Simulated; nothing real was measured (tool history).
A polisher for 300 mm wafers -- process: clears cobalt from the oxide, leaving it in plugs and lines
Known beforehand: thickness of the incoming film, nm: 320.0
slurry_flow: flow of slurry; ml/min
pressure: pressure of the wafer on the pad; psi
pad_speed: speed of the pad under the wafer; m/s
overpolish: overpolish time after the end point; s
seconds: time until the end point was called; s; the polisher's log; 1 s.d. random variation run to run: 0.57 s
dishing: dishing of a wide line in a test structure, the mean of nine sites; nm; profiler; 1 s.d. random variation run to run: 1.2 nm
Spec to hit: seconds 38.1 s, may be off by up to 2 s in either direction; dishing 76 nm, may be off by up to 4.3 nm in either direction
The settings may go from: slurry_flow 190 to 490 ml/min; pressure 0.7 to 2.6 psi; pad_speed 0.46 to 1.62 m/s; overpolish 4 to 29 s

| run | hour | slurry_flow | pressure | pad_speed | overpolish | seconds | dishing |
|---|---|---|---|---|---|---|---|
| 1 | 0 | 315 | 1.6 | 1.04 | 15 | 64.496 | 45.363 |
| 2 | 4.7 | 315 | 1.6 | 1.04 | 12 | 63.105 | 38.443 |
| 3 | 13.1 | 315 | 1.6 | 1.04 | 6 | 63.657 | 21.555 |
| 4 | 18.8 | 315 | 1.7 | 1.08 | 8 | 58.424 | 29.588 |
| 5 | 27.7 | 285 | 1.7 | 1.08 | 8 | 59.813 | 29.566 |
|  | 31.4 | slurry nozzle cleaned |
| 6 | 31.4 | 275 | 1.8 | 1.12 | 9 | 54.621 | 35.62 |
| 7 | 38.7 | 265 | 1.9 | 1.14 | 10 | 52.569 | 39.282 |
| 8 | 41.8 | 260 | 2 | 1.16 | 11 | 47.978 | 43.809 |
| 9 | 44.5 | 255 | 2.1 | 1.18 | 12 | 45.768 | 48.66 |
| 10 | 51.6 | 250 | 2.1 | 1.2 | 13 | 44.644 | 52.584 |
| 11 | 58.7 | 245 | 2.2 | 1.2 | 14 | 44.167 | 54.821 |
| 12 | 61.1 | 240 | 2.2 | 1.22 | 15 | 42.206 | 58.064 |
| 13 | 64.7 | 240 | 2.2 | 1.22 | 16 | 42.88 | 58.565 |
| 14 | 69.7 | 245 | 2.2 | 1.22 | 17 | 43.236 | 61.191 |
| 15 | 71.4 | 245 | 2.3 | 1.22 | 18 | 40.298 | 62.849 |
| 16 | 78.5 | 235 | 2.3 | 1.24 | 18 | 39.828 | 64.706 |
| 17 | 86.9 | 230 | 2.3 | 1.24 | 19 | 41.098 | 66.976 |
| 18 | 91.6 | 235 | 2.4 | 1.24 | 21 | 37.878 | 69.572 |
| 19 | 99.9 | 230 | 2.4 | 1.24 | 21 | 39.716 | 70.641 |
| 20 | 107.6 | 230 | 2.4 | 1.24 | 22 | 38.816 | 71.632 |

Next run, 5 choices. One meets every target within its allowed miss, the rest don't. Which?
| A | 115.3 | 370 | 2.5 | 1.2 | 26 | ? | ? |
| B | 115.3 | 265 | 2.3 | 1.26 | 18 | ? | ? |
| C | 115.3 | 200 | 2.1 | 1.26 | 27 | ? | ? |
| D | 115.3 | 275 | 2.6 | 1.14 | 18 | ? | ? |
| E | 115.3 | 200 | 2.5 | 1.28 | 18 | ? | ? |

| move | seconds | dishing |
|---|---|---|
| A | 37.507 | 76.155 |
| B | 39.643 | 65.309 |
| C | 44.483 | 73.199 |
| D | 39.191 | 65.641 |
| E | 37.799 | 66.656 |
A: all results in spec
B: further off than the last run
C: the worst result of the last run now meets its target, but another is out of spec
D: further off than the last run
E: further off than the last run
The move that meets every target is A.
